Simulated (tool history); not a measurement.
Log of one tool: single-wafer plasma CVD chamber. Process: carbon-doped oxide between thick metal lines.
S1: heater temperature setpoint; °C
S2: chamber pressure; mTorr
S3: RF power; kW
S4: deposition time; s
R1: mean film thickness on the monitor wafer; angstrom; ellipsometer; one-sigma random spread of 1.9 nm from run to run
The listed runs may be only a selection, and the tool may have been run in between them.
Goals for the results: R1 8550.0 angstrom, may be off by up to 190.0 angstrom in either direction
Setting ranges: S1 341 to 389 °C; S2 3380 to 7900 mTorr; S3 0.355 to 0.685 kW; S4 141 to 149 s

| run | day | S1 | S2 | S3 | S4 | R1 |
|---|---|---|---|---|---|---|
| 1 | 0.000 | 365 | 5640 | 0.520 | 149 | 7565.4 |
| 2 | 0.112 | 365 | 4870 | 0.520 | 149 | 7394.7 |
| 3 | 0.454 | 358 | 4870 | 0.520 | 149 | 7514.0 |
| 4 | 0.654 | 358 | 4870 | 0.570 | 149 | 8037.3 |
| 5 | 0.717 | 358 | 4870 | 0.505 | 149 | 7370.2 |
| 6 | 0.775 | 357 | 5180 | 0.525 | 149 | 7648.1 |
| 7 | 1.088 | 356 | 5450 | 0.540 | 149 | 7899.0 |
| 8 | 1.375 | 355 | 5670 | 0.550 | 149 | 8008.6 |
| 9 | 1.496 | 354 | 5800 | 0.560 | 149 | 8165.6 |

Which single option among these 4 for the next run brings every result within its allowed miss of target? Just one does.
| A | 1.617 | 343 | 5510 | 0.615 | 141 | ? |
| B | 1.617 | 352 | 5430 | 0.570 | 147 | ? |
| C | 1.617 | 355 | 6070 | 0.560 | 144 | ? |
| D | 1.617 | 346 | 7470 | 0.525 | 149 | ? |

| move | R1 |
|---|---|
| A | 8461.8 |
| B | 8156.8 |
| C | 7919.7 |
| D | 8083.3 |
A: each result inside its tolerance
B: roughly where the last run was
C: lands further from the targets than the last run did
D: lands further from the targets than the last run did
So the answer is move A, the one that meets all the targets.
